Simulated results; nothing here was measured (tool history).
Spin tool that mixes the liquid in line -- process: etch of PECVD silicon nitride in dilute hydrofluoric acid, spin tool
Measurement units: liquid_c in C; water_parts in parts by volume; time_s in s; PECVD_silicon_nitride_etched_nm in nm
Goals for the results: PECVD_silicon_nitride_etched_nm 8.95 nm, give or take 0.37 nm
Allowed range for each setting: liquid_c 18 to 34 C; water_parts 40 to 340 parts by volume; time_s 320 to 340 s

run,hour,liquid_c,water_parts,time_s,PECVD_silicon_nitride_etched_nm
1,0,26,190,320,6.1935
2,2.6,26,235,320,4.9896
3,6.6,27.5,230,320,5.5477
4,10,27.5,230,320,5.6568
# hour 11.1: thermometer replaced
5,11.1,28.5,230,320,5.1236
6,11.7,28.5,265,320,4.4891
7,12.9,28.5,265,320,4.4271
8,18.8,32.5,190,320,7.9583
9,27.3,32.5,185,320,8.3261

Consider the 5 candidate settings below. Which is the only one whose results all fall within their allowed miss of target?
A,35.8,33.5,210,320,?
B,35.8,31,175,320,?
C,35.8,31,180,330,?
D,35.8,34,240,340,?
E,35.8,28,140,340,?

move,PECVD_silicon_nitride_etched_nm
A,7.7383
B,8.0626
C,8.0783
D,7.3591
E,8.9365
A: the biggest miss grows against the last run
B: the biggest miss grows against the last run
C: the biggest miss grows against the last run
D: the biggest miss grows against the last run
E: all results land within tolerance of their targets
Correct choice: E, which meets every target
